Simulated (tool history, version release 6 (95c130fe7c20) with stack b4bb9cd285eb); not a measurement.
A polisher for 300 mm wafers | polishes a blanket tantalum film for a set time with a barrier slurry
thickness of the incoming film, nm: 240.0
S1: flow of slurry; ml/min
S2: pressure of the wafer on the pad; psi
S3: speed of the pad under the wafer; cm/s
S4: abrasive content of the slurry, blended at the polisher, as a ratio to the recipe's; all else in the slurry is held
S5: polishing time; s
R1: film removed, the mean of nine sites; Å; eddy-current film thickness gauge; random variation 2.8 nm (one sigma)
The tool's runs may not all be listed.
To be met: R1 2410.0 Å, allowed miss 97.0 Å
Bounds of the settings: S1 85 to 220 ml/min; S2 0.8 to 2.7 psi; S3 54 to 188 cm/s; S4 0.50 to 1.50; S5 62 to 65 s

| run | hour | S1 | S2 | S3 | S4 | S5 | R1 |
|---|---|---|---|---|---|---|---|
| 1 | 0.0 | 140 | 1.7 | 120 | 1.00 | 62 | 1114.0 |
| 2 | 8.5 | 145 | 1.9 | 124 | 1.00 | 62 | 1316.5 |
| 3 | 15.1 | 145 | 1.9 | 124 | 0.90 | 62 | 1246.2 |
| 4 | 21.4 | 150 | 2.0 | 128 | 0.90 | 62 | 1357.9 |
| 5 | 24.9 | 150 | 2.0 | 98 | 0.90 | 62 | 1059.7 |
| 6 | 32.5 | 150 | 2.1 | 106 | 0.90 | 62 | 1179.1 |
|  | 41.0 | worn pad replaced by a new one |
| 7 | 41.0 | 150 | 2.2 | 114 | 0.90 | 62 | 1502.7 |
| 8 | 45.8 | 150 | 2.3 | 114 | 0.90 | 62 | 1538.6 |
| 9 | 53.7 | 150 | 2.4 | 116 | 0.90 | 62 | 1687.4 |
| 10 | 61.1 | 150 | 2.5 | 118 | 0.90 | 62 | 1776.6 |
| 11 | 63.8 | 150 | 2.5 | 122 | 0.90 | 62 | 1822.0 |
| 12 | 68.8 | 165 | 2.7 | 142 | 0.90 | 62 | 2312.0 |

Which of these 5 next moves meets every target?
| A | 73.8 | 155 | 2.7 | 144 | 0.90 | 64 | ? |
| B | 73.8 | 185 | 2.5 | 148 | 0.80 | 64 | ? |
| C | 73.8 | 115 | 2.7 | 152 | 1.15 | 65 | ? |
| D | 73.8 | 165 | 2.6 | 150 | 1.35 | 63 | ? |
| E | 73.8 | 175 | 2.6 | 162 | 0.95 | 64 | ? |

| move | R1 |
|---|---|
| A | 2341.9 |
| B | 2178.5 |
| C | 2603.4 |
| D | 2636.9 |
| E | 2622.6 |
A: meets every target
B: further off than the last run
C: takes the result that was furthest off past its target
D: takes the result that was furthest off past its target
E: takes the result that was furthest off past its target
The right move is A.

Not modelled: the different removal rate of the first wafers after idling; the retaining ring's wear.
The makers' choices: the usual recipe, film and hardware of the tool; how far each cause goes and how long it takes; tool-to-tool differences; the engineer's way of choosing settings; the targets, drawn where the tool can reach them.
